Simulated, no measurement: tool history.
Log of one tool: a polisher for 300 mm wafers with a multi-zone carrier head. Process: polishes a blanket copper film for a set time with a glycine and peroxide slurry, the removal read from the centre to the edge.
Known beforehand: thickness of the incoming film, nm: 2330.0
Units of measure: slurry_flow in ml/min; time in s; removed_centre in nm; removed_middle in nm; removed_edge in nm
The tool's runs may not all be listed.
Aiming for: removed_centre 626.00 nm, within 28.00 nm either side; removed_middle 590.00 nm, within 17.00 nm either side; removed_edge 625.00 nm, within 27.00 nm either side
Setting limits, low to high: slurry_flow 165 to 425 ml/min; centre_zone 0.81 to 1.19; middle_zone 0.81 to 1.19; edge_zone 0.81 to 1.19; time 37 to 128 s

{"run": 1, "hour": 0.0, "slurry_flow": 275, "centre_zone": 1.0, "middle_zone": 1.0, "edge_zone": 1.0, "time": 82, "removed_centre": 447.49, "removed_middle": 441.44, "removed_edge": 430.22}
{"run": 2, "hour": 2.4, "slurry_flow": 275, "centre_zone": 1.0, "middle_zone": 0.93, "edge_zone": 1.0, "time": 82, "removed_centre": 432.0, "removed_middle": 408.19, "removed_edge": 428.89}
{"run": 3, "hour": 7.2, "slurry_flow": 275, "centre_zone": 1.08, "middle_zone": 0.93, "edge_zone": 1.0, "time": 82, "removed_centre": 485.53, "removed_middle": 411.02, "removed_edge": 423.76}
{"run": 4, "hour": 14.7, "slurry_flow": 275, "centre_zone": 1.08, "middle_zone": 0.93, "edge_zone": 0.92, "time": 82, "removed_centre": 470.9, "removed_middle": 408.12, "removed_edge": 424.53}
{"run": 5, "hour": 23.7, "slurry_flow": 275, "centre_zone": 1.06, "middle_zone": 0.93, "edge_zone": 0.92, "time": 91, "removed_centre": 510.34, "removed_middle": 455.38, "removed_edge": 476.3}
{"run": 6, "hour": 24.4, "slurry_flow": 275, "centre_zone": 1.06, "middle_zone": 0.93, "edge_zone": 0.92, "time": 101, "removed_centre": 583.01, "removed_middle": 500.62, "removed_edge": 515.06}
{"run": 7, "hour": 32.7, "slurry_flow": 280, "centre_zone": 1.03, "middle_zone": 0.92, "edge_zone": 0.92, "time": 106, "removed_centre": 596.71, "removed_middle": 519.79, "removed_edge": 560.57}
{"run": 8, "hour": 39.3, "slurry_flow": 290, "centre_zone": 1.01, "middle_zone": 0.93, "edge_zone": 0.92, "time": 108, "removed_centre": 588.95, "removed_middle": 541.18, "removed_edge": 552.26}
{"run": 9, "hour": 47.6, "slurry_flow": 270, "centre_zone": 1.0, "middle_zone": 0.93, "edge_zone": 0.93, "time": 111, "removed_centre": 608.0, "removed_middle": 556.75, "removed_edge": 564.44}

Pick the move, out of 5, that brings all results within their allowed miss; only one does.
{"run": "A", "hour": 55.9, "slurry_flow": 265, "centre_zone": 0.92, "middle_zone": 0.81, "edge_zone": 0.96, "time": 117, "removed_centre": "?", "removed_middle": "?", "removed_edge": "?"}
{"run": "B", "hour": 55.9, "slurry_flow": 325, "centre_zone": 1.0, "middle_zone": 0.95, "edge_zone": 1.06, "time": 115, "removed_centre": "?", "removed_middle": "?", "removed_edge": "?"}
{"run": "C", "hour": 55.9, "slurry_flow": 245, "centre_zone": 1.04, "middle_zone": 0.91, "edge_zone": 0.94, "time": 102, "removed_centre": "?", "removed_middle": "?", "removed_edge": "?"}
{"run": "D", "hour": 55.9, "slurry_flow": 165, "centre_zone": 1.13, "middle_zone": 1.08, "edge_zone": 0.92, "time": 104, "removed_centre": "?", "removed_middle": "?", "removed_edge": "?"}
{"run": "E", "hour": 55.9, "slurry_flow": 235, "centre_zone": 1.11, "middle_zone": 1.0, "edge_zone": 0.95, "time": 96, "removed_centre": "?", "removed_middle": "?", "removed_edge": "?"}

move=A removed_centre=596.19 removed_middle=524.58 removed_edge=599.54
move=B removed_centre=650.97 removed_middle=597.36 removed_edge=617.12
move=C removed_centre=583.46 removed_middle=498.28 removed_edge=515.33
move=D removed_centre=614.80 removed_middle=558.81 removed_edge=502.96
move=E removed_centre=583.93 removed_middle=504.52 removed_edge=484.56
A: meets the target for the result that was furthest off, but another lies outside its allowed miss
B: in spec on every target
C: misses by more than the last run did
D: misses by more than the last run did
E: misses by more than the last run did
Answer: B
